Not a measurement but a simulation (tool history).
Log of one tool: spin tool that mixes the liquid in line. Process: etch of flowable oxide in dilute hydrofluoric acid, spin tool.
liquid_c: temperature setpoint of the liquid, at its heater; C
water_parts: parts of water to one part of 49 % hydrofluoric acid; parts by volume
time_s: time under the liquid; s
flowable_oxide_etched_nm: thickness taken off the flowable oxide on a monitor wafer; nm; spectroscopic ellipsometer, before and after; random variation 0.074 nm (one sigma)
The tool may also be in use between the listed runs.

| run | hour | liquid_c | water_parts | time_s | flowable_oxide_etched_nm |
|---|---|---|---|---|---|
| 1 | 0.0 | 22.0 | 275 | 165 | 16.2090 |
| 2 | 2.0 | 21.0 | 290 | 165 | 14.3640 |
| 3 | 8.2 | 19.0 | 290 | 165 | 13.4230 |
| 4 | 14.9 | 19.0 | 240 | 165 | 17.2100 |
| 5 | 16.5 | 18.5 | 260 | 165 | 15.1950 |
| 6 | 18.2 | 18.5 | 260 | 175 | 15.9080 |
| 7 | 21.0 | 17.0 | 370 | 175 | 9.8208 |

Run 8 comes next. What will it give?
| 8 | 25.8 | 17.0 | 375 | 175 | ? |

flowable_oxide_etched_nm: 9.4865 nm
